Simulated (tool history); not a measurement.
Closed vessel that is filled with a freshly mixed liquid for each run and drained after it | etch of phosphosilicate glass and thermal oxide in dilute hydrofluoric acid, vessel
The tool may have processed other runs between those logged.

run,hour,temperature setpoint of the liquid (°C),parts of water to one part of 49 % hydrofluoric acid (parts by volume),time in the liquid (s),thickness taken off the phosphosilicate glass on a monitor wafer (angstrom),thickness taken off the thermal oxide on a monitor wafer (angstrom)
1,0.0,22.0,270,95,327.14,13.8890
2,7.1,22.0,345,95,237.94,9.8113
3,13.8,22.0,280,95,309.93,12.6360
4,14.5,22.0,350,95,232.43,9.6142
5,19.1,21.0,355,95,216.79,9.1241
# hour 27.2: thermometer replaced
6,27.2,21.0,440,95,162.49,6.5245
7,32.5,21.5,435,95,163.07,6.9829
8,37.2,21.5,430,95,168.85,6.8439

Predict the results of run 9:
9,45.9,22.0,430,95,?,?

Run 9 measured thickness taken off the phosphosilicate glass on a monitor wafer (angstrom) 173.85, thickness taken off the thermal oxide on a monitor wafer (angstrom) 7.4685.
